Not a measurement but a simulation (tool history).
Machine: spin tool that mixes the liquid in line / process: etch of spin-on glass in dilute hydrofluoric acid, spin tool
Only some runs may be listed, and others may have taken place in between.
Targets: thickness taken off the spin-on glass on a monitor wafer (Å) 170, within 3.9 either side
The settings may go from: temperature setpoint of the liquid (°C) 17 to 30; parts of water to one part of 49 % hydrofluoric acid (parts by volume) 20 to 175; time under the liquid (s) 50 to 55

| run | day | temperature setpoint of the liquid (°C) | parts of water to one part of 49 % hydrofluoric acid (parts by volume) | time under the liquid (s) | thickness taken off the spin-on glass on a monitor wafer (Å) |
|---|---|---|---|---|---|
| 1 | 0 | 22 | 95 | 50 | 344.57 |
| 2 | 0.108 | 22 | 95 | 50 | 344.79 |
| 3 | 0.342 | 22 | 110 | 50 | 292.98 |
| 4 | 0.617 | 22 | 110 | 50 | 292.3 |
| 5 | 0.883 | 21.5 | 115 | 50 | 274.47 |
| 6 | 1 | 21.5 | 115 | 50 | 275.91 |
| 7 | 1.079 | 21 | 120 | 50 | 254.2 |
| 8 | 1.396 | 17 | 145 | 50 | 175.62 |

Which single option among these 4 for the next run brings every result within its allowed miss of target? Just one does.
| A | 1.712 | 17 | 170 | 55 | ? |
| B | 1.712 | 22 | 175 | 50 | ? |
| C | 1.712 | 20.5 | 175 | 50 | ? |
| D | 1.712 | 17 | 140 | 50 | ? |

| move | thickness taken off the spin-on glass on a monitor wafer (Å) |
|---|---|
| A | 160.95 |
| B | 171.58 |
| C | 162.09 |
| D | 183.13 |
A: carries the result that was furthest off beyond its target, to the other side
B: in spec on every target
C: carries the result that was furthest off beyond its target, to the other side
D: further off than the last run
Move B is the one to make.
